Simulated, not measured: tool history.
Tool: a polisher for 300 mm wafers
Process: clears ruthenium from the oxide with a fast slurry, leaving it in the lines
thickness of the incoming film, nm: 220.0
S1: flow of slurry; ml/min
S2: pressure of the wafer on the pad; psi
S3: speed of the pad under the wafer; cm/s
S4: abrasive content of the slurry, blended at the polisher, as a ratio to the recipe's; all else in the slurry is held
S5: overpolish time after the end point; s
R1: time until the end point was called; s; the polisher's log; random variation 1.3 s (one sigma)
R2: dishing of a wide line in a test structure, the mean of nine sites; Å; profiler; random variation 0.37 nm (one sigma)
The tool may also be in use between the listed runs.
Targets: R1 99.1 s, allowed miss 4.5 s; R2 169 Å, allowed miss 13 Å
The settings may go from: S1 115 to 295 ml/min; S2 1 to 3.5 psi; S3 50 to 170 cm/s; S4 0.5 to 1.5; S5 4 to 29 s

run	hour	S1	S2	S3	S4	S5	R1	R2
1	0	190	2.2	110	1	15	60.362	431.28
2	1.3	190	2	110	1	13	65.715	368.23
3	5.8	190	1.8	110	1	11	71.828	289.93
4	14	190	1.3	110	1	11	98.096	224.96
5	15.6	190	1.3	94	1	11	113.54	206.72
6	17.9	190	1.3	94	1	10	113.69	183.27
7	20.1	190	1.3	94	1	9	112.58	165.05
8	22.3	195	1.4	94	1	8	105.15	163.97

4 next moves are on the table. One of them brings every result within its allowed miss. Which?
A	24.5	160	1.4	104	1.25	6	?	?
B	24.5	170	1.1	116	1	8	?	?
C	24.5	115	1.2	128	1.2	6	?	?
D	24.5	200	1.5	96	0.95	8	?	?

move	R1	R2
A	88.947	144.46
B	112.52	151.53
C	90.601	142.05
D	99.38	169.45
A: takes the result that was furthest off past its target
B: further off than the last run
C: takes the result that was furthest off past its target
D: meets every target
The right move is D.
